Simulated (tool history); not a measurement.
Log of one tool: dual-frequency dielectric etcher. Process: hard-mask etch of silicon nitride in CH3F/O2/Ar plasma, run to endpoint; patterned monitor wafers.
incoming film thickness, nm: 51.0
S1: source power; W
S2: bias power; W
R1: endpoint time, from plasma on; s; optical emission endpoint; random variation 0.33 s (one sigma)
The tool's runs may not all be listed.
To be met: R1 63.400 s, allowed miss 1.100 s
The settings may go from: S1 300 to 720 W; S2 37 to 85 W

run,hour,S1,S2,R1
1,0.0,510,61,73.660
2,3.4,430,61,77.938
3,12.4,480,62,74.024
4,13.5,480,69,70.613
5,15.0,480,58,76.114
6,18.2,550,58,72.864
7,22.5,650,67,65.181
8,23.4,660,67,64.858

Which of these 5 next moves meets every target?
A,24.3,620,62,?
B,24.3,650,62,?
C,24.3,650,65,?
D,24.3,720,65,?
E,24.3,560,69,?

move,R1
A,68.369
B,67.324
C,65.899
D,63.722
E,67.269
A: further off than the last run
B: further off than the last run
C: further off than the last run
D: meets every target
E: further off than the last run
Answer: D
